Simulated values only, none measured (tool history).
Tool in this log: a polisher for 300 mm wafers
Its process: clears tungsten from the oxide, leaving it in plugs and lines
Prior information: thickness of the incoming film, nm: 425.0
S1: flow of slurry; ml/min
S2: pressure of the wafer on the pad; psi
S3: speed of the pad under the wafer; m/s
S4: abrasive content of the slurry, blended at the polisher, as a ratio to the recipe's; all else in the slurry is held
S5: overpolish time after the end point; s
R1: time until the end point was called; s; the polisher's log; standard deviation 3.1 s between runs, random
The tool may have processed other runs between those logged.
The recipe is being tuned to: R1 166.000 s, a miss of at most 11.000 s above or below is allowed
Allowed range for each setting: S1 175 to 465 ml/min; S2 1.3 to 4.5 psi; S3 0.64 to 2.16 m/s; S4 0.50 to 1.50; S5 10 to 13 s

run 1 hour=0.0 | S1=295 S2=2.9 S3=1.40 S4=1.00 S5=13 | R1=84.749
run 2 hour=3.6 | S1=295 S2=2.6 S3=1.36 S4=1.00 S5=13 | R1=95.506
run 3 hour=5.1 | S1=295 S2=2.4 S3=1.30 S4=1.00 S5=13 | R1=105.680
run 4 hour=8.8 | S1=295 S2=2.9 S3=1.30 S4=1.00 S5=13 | R1=94.989
run 5 hour=16.7 | S1=295 S2=2.6 S3=1.24 S4=1.00 S5=13 | R1=109.090
run 6 hour=22.9 | S1=295 S2=2.4 S3=1.22 S4=1.00 S5=13 | R1=113.210
run 7 hour=28.5 | S1=295 S2=2.2 S3=1.18 S4=1.00 S5=13 | R1=123.390
run 8 hour=29.7 | S1=295 S2=2.0 S3=1.16 S4=1.00 S5=13 | R1=133.650

Which of these 5 next moves meets every target?
run A hour=30.9 | S1=310 S2=2.2 S3=1.06 S4=0.90 S5=10 | R1=?
run B hour=30.9 | S1=280 S2=2.9 S3=1.00 S4=1.30 S5=13 | R1=?
run C hour=30.9 | S1=300 S2=1.7 S3=1.38 S4=0.85 S5=10 | R1=?
run D hour=30.9 | S1=250 S2=1.7 S3=1.10 S4=0.95 S5=11 | R1=?
run E hour=30.9 | S1=280 S2=2.9 S3=1.14 S4=1.00 S5=10 | R1=?

move=A R1=139.500
move=B R1=108.420
move=C R1=131.830
move=D R1=160.800
move=E R1=103.300
A: better than the last run, though not everything is in spec
B: its largest miss is bigger than the last run's
C: its largest miss is bigger than the last run's
D: every result lands within tolerance
E: its largest miss is bigger than the last run's
Move D is the one to make.
